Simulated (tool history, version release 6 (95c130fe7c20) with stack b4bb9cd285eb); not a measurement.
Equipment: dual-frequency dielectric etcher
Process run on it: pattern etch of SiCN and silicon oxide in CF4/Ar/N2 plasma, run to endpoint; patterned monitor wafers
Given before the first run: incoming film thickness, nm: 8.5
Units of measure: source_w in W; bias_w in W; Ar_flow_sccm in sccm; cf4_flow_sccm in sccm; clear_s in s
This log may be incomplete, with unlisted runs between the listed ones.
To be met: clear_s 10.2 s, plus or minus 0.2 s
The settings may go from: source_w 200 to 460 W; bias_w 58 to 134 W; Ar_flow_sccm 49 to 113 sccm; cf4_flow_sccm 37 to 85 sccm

{"run": 1, "day": 0.0, "source_w": 330, "bias_w": 96, "Ar_flow_sccm": 81, "cf4_flow_sccm": 61, "clear_s": 12.274}
{"run": 2, "day": 0.188, "source_w": 350, "bias_w": 96, "Ar_flow_sccm": 81, "cf4_flow_sccm": 61, "clear_s": 11.45}
{"run": 3, "day": 0.471, "source_w": 350, "bias_w": 81, "Ar_flow_sccm": 81, "cf4_flow_sccm": 61, "clear_s": 12.509}
{"run": 4, "day": 0.575, "source_w": 370, "bias_w": 81, "Ar_flow_sccm": 81, "cf4_flow_sccm": 61, "clear_s": 11.718}
{"run": 5, "day": 0.879, "source_w": 380, "bias_w": 81, "Ar_flow_sccm": 81, "cf4_flow_sccm": 61, "clear_s": 11.5}
{"run": 6, "day": 0.992, "source_w": 380, "bias_w": 81, "Ar_flow_sccm": 90, "cf4_flow_sccm": 61, "clear_s": 11.54}
{"run": 7, "day": 1.017, "source_w": 390, "bias_w": 81, "Ar_flow_sccm": 90, "cf4_flow_sccm": 61, "clear_s": 11.213}
{"run": 8, "day": 1.092, "source_w": 400, "bias_w": 81, "Ar_flow_sccm": 90, "cf4_flow_sccm": 61, "clear_s": 10.95}

Which one of the following 4 next-run settings gets every result inside its allowed miss? There is exactly one.
{"run": "A", "day": 1.167, "source_w": 380, "bias_w": 82, "Ar_flow_sccm": 86, "cf4_flow_sccm": 42, "clear_s": "?"}
{"run": "B", "day": 1.167, "source_w": 420, "bias_w": 84, "Ar_flow_sccm": 90, "cf4_flow_sccm": 61, "clear_s": "?"}
{"run": "C", "day": 1.167, "source_w": 350, "bias_w": 92, "Ar_flow_sccm": 92, "cf4_flow_sccm": 58, "clear_s": "?"}
{"run": "D", "day": 1.167, "source_w": 380, "bias_w": 83, "Ar_flow_sccm": 76, "cf4_flow_sccm": 50, "clear_s": "?"}

move=A clear_s=12.04
move=B clear_s=10.249
move=C clear_s=12.064
move=D clear_s=11.474
A: lands further from the targets than the last run did
B: all results in spec
C: lands further from the targets than the last run did
D: lands further from the targets than the last run did
Correct choice: B, which meets every target
